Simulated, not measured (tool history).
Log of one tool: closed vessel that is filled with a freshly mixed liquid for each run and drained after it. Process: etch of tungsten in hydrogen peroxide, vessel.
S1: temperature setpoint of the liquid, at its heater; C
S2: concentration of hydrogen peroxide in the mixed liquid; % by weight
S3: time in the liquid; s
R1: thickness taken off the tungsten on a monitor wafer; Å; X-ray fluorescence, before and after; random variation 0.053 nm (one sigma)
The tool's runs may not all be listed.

run	hour	S1	S2	S3	R1
1	0.0	49.0	19.5	30	349.47
2	5.8	45.0	19.5	30	273.27
3	7.5	40.5	19.5	30	205.37
4	16.5	39.0	19.5	30	186.23
5	17.8	38.0	19.5	30	174.21
6	22.5	38.0	19.5	30	174.20

The next listed run, before its measurement:
7	25.7	34.5	19.5	30	?

{"run 7": {"R1": 137.44}}
